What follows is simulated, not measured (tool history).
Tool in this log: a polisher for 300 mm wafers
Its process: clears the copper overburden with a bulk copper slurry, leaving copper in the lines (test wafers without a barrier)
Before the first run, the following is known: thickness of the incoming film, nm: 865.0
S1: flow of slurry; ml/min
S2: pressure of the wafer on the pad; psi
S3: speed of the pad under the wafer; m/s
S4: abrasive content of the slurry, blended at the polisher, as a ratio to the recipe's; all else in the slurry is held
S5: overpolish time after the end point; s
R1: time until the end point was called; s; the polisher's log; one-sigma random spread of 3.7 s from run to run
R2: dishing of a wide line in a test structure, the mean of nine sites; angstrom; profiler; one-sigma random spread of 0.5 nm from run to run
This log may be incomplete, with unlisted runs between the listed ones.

Run 1, hour 0.0: S1 265 ml/min, S2 2.2 psi, S3 0.86 m/s, S4 1.0, S5 19 s. Result: R1 169.11 s, R2 257.59 angstrom.
Run 2, hour 4.1: S1 265 ml/min, S2 2.7 psi, S3 0.86 m/s, S4 1.0, S5 19 s. Result: R1 145.94 s, R2 278.76 angstrom.
Run 3, hour 10.1: S1 265 ml/min, S2 2.2 psi, S3 0.82 m/s, S4 1.0, S5 21 s. Result: R1 176.69 s, R2 255.85 angstrom.
Run 4, hour 15.3: S1 265 ml/min, S2 1.9 psi, S3 0.82 m/s, S4 1.0, S5 21 s. Result: R1 198.28 s, R2 243.60 angstrom.
Run 5, hour 18.9: S1 265 ml/min, S2 1.9 psi, S3 0.68 m/s, S4 1.0, S5 21 s. Result: R1 231.39 s, R2 234.95 angstrom.
Run 6, hour 25.7: S1 265 ml/min, S2 2.4 psi, S3 0.68 m/s, S4 1.0, S5 21 s. Result: R1 193.51 s, R2 252.38 angstrom.

Run 7 has not been measured yet. What should we expect?
Run 7, hour 27.6: S1 265 ml/min, S2 2.1 psi, S3 0.66 m/s, S4 1.0, S5 24 s. Result: R1 ?, R2 ?.

{"run 7": {"R1": 218.47, "R2": 256.05}}

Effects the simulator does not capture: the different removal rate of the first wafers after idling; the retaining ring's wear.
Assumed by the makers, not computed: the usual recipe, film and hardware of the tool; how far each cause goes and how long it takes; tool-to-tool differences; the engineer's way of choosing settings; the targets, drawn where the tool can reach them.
